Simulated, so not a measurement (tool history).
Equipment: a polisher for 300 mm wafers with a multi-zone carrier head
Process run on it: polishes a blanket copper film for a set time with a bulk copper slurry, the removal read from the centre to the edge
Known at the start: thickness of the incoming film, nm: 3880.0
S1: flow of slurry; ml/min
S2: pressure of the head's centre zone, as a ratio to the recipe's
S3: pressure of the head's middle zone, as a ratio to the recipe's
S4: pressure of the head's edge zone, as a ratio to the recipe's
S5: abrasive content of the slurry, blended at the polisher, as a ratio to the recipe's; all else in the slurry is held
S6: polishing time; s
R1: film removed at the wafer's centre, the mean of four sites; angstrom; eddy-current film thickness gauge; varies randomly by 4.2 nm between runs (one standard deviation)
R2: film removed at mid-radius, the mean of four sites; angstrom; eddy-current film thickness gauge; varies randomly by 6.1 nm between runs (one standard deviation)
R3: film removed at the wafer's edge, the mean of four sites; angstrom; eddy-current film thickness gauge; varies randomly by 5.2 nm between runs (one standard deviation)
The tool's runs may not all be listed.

| run | hour | S1 | S2 | S3 | S4 | S5 | S6 | R1 | R2 | R3 |
|---|---|---|---|---|---|---|---|---|---|---|
| 1 | 0 | 185 | 1 | 1 | 1 | 1 | 68 | 4873.9 | 4893.4 | 4823.7 |
| 2 | 4.7 | 185 | 1 | 1 | 0.94 | 1 | 68 | 4910.8 | 4996.8 | 4741.2 |
| 3 | 8.6 | 185 | 1 | 1 | 0.94 | 1 | 82 | 5833.6 | 5799.8 | 5668.1 |
| 4 | 14.7 | 185 | 1.01 | 1.01 | 0.92 | 0.95 | 81 | 5708.5 | 5810.8 | 5510.9 |
| 5 | 17.5 | 185 | 1.03 | 1.01 | 0.9 | 0.9 | 80 | 5751.2 | 5645.8 | 5342.4 |
| 6 | 18.3 | 185 | 1.03 | 1.01 | 0.9 | 0.9 | 64 | 4639 | 4494.5 | 4276.8 |
| 7 | 20.5 | 195 | 1.04 | 1.03 | 0.9 | 0.9 | 64 | 4708.2 | 4662 | 4307.8 |
| 8 | 29.3 | 205 | 1.05 | 1.04 | 0.9 | 0.9 | 64 | 4737 | 4749.3 | 4294.9 |
| 9 | 35.6 | 210 | 1.07 | 1.05 | 0.91 | 0.9 | 64 | 4862.9 | 4781.1 | 4274.5 |
| 10 | 41.1 | 215 | 1.08 | 1.05 | 0.92 | 0.95 | 64 | 5082.5 | 4786.1 | 4438.5 |
| 11 | 47 | 220 | 1.09 | 1.06 | 0.92 | 0.95 | 64 | 5039 | 4921.7 | 4512.9 |
| 12 | 49 | 225 | 1.1 | 1.07 | 0.91 | 0.95 | 64 | 5193.1 | 4974.9 | 4472.2 |

The next listed run, before its measurement:
| 13 | 50 | 230 | 1.1 | 1.08 | 0.91 | 0.95 | 64 | ? | ? | ? |

{"run 13": {"R1": 5165.7, "R2": 5009.2, "R3": 4444}}
